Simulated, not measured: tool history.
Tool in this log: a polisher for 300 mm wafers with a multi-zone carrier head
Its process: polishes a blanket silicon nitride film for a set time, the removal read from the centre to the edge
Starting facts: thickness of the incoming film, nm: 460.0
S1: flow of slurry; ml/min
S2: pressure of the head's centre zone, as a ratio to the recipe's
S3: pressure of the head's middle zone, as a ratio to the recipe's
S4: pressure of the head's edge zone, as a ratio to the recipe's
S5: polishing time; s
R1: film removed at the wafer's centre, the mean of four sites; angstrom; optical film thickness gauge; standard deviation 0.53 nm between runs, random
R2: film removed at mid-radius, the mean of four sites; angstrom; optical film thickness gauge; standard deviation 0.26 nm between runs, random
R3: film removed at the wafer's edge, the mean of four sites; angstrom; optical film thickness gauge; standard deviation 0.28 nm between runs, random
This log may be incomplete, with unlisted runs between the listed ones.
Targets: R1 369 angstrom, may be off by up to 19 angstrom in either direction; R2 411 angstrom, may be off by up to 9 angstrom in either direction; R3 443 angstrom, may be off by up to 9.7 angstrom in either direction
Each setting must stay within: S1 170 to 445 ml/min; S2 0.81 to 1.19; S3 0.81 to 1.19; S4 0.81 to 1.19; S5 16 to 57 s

run	hour	S1	S2	S3	S4	S5	R1	R2	R3
1	0	285	1	1	1	36	425.17	427.27	450.7
2	6	285	1	1	1.04	36	420.19	432.4	455.57
3	12.1	270	0.97	0.99	1.04	36	416.96	421.81	457.51
4	19.8	270	0.93	1	1.03	36	402.49	428.61	455.18
5	26.6	310	0.93	1	1.03	36	413.19	437.34	459
6	30.1	310	0.93	1	1.03	29	327.02	348.39	377.01
7	38.9	315	0.93	1.01	1.07	30	343.59	368.49	390.64
8	42	335	0.87	0.99	1.17	34	362.59	410.28	466.99
9	47	330	0.88	1	1.15	34	358.78	414.5	462.7
10	49.2	320	0.95	1	1.07	34	400.99	415.13	443.74

Which of these 5 next moves meets every target?
A	51.4	255	0.87	0.96	1.08	36	?	?	?
B	51.4	290	0.91	1.02	1.09	34	?	?	?
C	51.4	275	0.81	0.98	1.17	34	?	?	?
D	51.4	330	0.99	1	1.07	34	?	?	?
E	51.4	240	0.81	1.05	1.12	34	?	?	?

move	R1	R2	R3
A	380.76	411.35	461.7
B	382.9	415.08	442.85
C	338.1	399.04	457.35
D	422.93	413.45	443.35
E	331.8	415.79	440.92
A: gets the furthest-off result to its target, but another result is out of tolerance
B: each result inside its tolerance
C: takes the result that was furthest off past its target
D: misses by more than the last run did
E: takes the result that was furthest off past its target
Move B is the one to make.
